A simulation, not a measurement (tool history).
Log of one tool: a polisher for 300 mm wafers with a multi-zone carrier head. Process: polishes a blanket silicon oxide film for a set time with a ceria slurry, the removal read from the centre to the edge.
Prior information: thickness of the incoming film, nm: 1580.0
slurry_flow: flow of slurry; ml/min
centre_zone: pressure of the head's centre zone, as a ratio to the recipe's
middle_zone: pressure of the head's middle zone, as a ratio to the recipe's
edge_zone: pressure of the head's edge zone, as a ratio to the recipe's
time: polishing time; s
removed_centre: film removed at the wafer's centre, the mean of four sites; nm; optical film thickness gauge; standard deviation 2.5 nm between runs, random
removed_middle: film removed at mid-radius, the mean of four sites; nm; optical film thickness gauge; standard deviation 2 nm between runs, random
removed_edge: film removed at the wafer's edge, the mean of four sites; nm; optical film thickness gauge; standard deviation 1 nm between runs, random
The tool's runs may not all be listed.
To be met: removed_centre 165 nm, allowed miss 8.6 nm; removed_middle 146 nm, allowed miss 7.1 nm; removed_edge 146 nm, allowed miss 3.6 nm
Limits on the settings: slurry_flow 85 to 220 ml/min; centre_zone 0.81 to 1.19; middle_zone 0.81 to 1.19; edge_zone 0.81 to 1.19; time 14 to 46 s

run	hour	slurry_flow	centre_zone	middle_zone	edge_zone	time	removed_centre	removed_middle	removed_edge
1	0	140	1	1	1	30	170.32	165.57	174.34
2	6.8	140	1	1	1.07	30	169.92	169.01	177.74
3	14.9	140	1.07	1	1.07	30	179.58	171.07	179.48
4	20.1	140	1.07	1	1.07	34	208.68	188.75	201.45
5	26.2	110	1.07	1	1.07	34	195.91	182.06	194.26
6	34.6	110	1.07	1.04	1.07	34	197.78	185.08	196.29
7	37.8	110	1.09	1.04	1.01	31	178.97	168.65	172.15
8	41.2	105	1.11	1.03	0.97	30	181.76	165.93	161.1
# hour 48.4: edge zone pressure recalibrated
9	48.4	100	1.1	1	0.96	29	166.17	151.33	150.84

Of the 4 settings listed for the next run, only one would bring every result within its allowed miss of target. Which one?
A	55.6	95	1.06	0.94	1.04	30	?	?	?
B	55.6	135	1.1	1.15	0.98	28	?	?	?
C	55.6	115	1.08	0.96	0.92	28	?	?	?
D	55.6	100	1.08	0.91	0.95	30	?	?	?

move	removed_centre	removed_middle	removed_edge
A	158.48	143.78	160.55
B	168.39	170.34	153.37
C	158.91	142.8	145.77
D	163.9	142.06	155.11
A: the biggest miss grows against the last run
B: the biggest miss grows against the last run
C: in spec on every target
D: the biggest miss grows against the last run
Go with C: it meets all targets.

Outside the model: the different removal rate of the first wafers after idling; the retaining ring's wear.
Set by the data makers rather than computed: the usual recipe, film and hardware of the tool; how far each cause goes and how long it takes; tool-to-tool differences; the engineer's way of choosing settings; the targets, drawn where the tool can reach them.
